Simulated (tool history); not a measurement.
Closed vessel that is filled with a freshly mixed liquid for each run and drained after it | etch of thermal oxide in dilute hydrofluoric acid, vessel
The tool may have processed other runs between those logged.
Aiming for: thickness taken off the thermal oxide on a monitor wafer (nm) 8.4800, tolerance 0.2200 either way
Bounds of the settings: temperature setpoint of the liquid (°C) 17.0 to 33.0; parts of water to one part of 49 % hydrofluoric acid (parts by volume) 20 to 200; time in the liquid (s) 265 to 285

run,day,temperature setpoint of the liquid (°C),parts of water to one part of 49 % hydrofluoric acid (parts by volume),time in the liquid (s),thickness taken off the thermal oxide on a monitor wafer (nm)
1,0.000,25.0,110,265,12.6030
2,0.071,25.0,110,285,13.5510
3,0.408,28.0,110,285,15.0610
4,0.446,28.0,110,265,14.0730
5,0.596,26.0,110,265,13.1700
6,0.683,26.0,110,285,14.0800
7,1.054,23.5,115,285,12.2090
8,1.238,23.5,115,285,12.2070
9,1.292,23.5,115,285,12.1700
10,1.650,21.5,120,285,10.5800
11,1.971,20.0,120,285,10.0210
12,2.008,19.0,120,285,9.7833
13,2.221,18.5,120,285,9.5124
14,2.304,18.5,120,285,9.4462

Below are 5 possible settings for the next run. Only one of them brings all results inside the allowed miss of their targets. Which is it?
A,2.388,19.5,115,285,?
B,2.388,20.5,135,270,?
C,2.388,19.0,100,265,?
D,2.388,19.0,110,285,?
E,2.388,17.0,105,270,?

move,thickness taken off the thermal oxide on a monitor wafer (nm)
A,10.3420
B,8.5054
C,11.0110
D,10.6500
E,9.7768
A: lands further from the targets than the last run did
B: every result within its allowed miss
C: lands further from the targets than the last run did
D: lands further from the targets than the last run did
E: lands further from the targets than the last run did
So the answer is move B, the one that meets all the targets.
